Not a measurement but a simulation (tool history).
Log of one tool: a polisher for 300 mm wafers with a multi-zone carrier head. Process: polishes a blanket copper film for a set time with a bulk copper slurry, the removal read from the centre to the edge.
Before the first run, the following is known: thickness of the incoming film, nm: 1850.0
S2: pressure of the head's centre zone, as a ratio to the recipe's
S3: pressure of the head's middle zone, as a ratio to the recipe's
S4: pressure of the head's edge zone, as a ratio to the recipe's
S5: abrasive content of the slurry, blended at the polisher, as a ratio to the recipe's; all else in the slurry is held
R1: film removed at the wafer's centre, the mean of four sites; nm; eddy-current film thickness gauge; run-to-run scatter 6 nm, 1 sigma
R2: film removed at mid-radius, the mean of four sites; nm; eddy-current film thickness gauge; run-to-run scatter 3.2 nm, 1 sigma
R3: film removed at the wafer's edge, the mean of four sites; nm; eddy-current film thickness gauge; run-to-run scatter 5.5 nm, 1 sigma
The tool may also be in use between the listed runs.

{"run": 1, "hour": 0.0, "flow of slurry (ml/min)": 280, "S2": 1, "S3": 1, "S4": 1, "S5": 1, "polishing time (s)": 36, "R1": 325.09, "R2": 332.01, "R3": 330.16}
{"run": 2, "hour": 3.7, "flow of slurry (ml/min)": 280, "S2": 1, "S3": 1, "S4": 0.96, "S5": 1, "polishing time (s)": 36, "R1": 321.33, "R2": 328.22, "R3": 333.49}
{"run": 3, "hour": 10.5, "flow of slurry (ml/min)": 280, "S2": 0.99, "S3": 0.99, "S4": 0.96, "S5": 1.1, "polishing time (s)": 39, "R1": 347.85, "R2": 359.03, "R3": 363.19}
{"run": 4, "hour": 12.6, "flow of slurry (ml/min)": 280, "S2": 0.99, "S3": 0.99, "S4": 0.89, "S5": 1.1, "polishing time (s)": 39, "R1": 362.02, "R2": 360.11, "R3": 359.47}
{"run": 5, "hour": 15.6, "flow of slurry (ml/min)": 275, "S2": 0.99, "S3": 0.98, "S4": 0.92, "S5": 1.2, "polishing time (s)": 41, "R1": 374.69, "R2": 384.96, "R3": 377.01}
{"run": 6, "hour": 20.6, "flow of slurry (ml/min)": 275, "S2": 0.99, "S3": 0.98, "S4": 0.92, "S5": 1.2, "polishing time (s)": 37, "R1": 346.14, "R2": 347.68, "R3": 346.76}
{"run": 7, "hour": 27.4, "flow of slurry (ml/min)": 290, "S2": 0.99, "S3": 0.95, "S4": 0.95, "S5": 1.25, "polishing time (s)": 40, "R1": 380.7, "R2": 369.04, "R3": 384.92}

Forecast run 8:
{"run": 8, "hour": 32.0, "flow of slurry (ml/min)": 310, "S2": 0.99, "S3": 0.95, "S4": 0.98, "S5": 1.3, "polishing time (s)": 41, "R1": "?", "R2": "?", "R3": "?"}

{"run 8": {"R1": 398.82, "R2": 384.03, "R3": 403.89}}
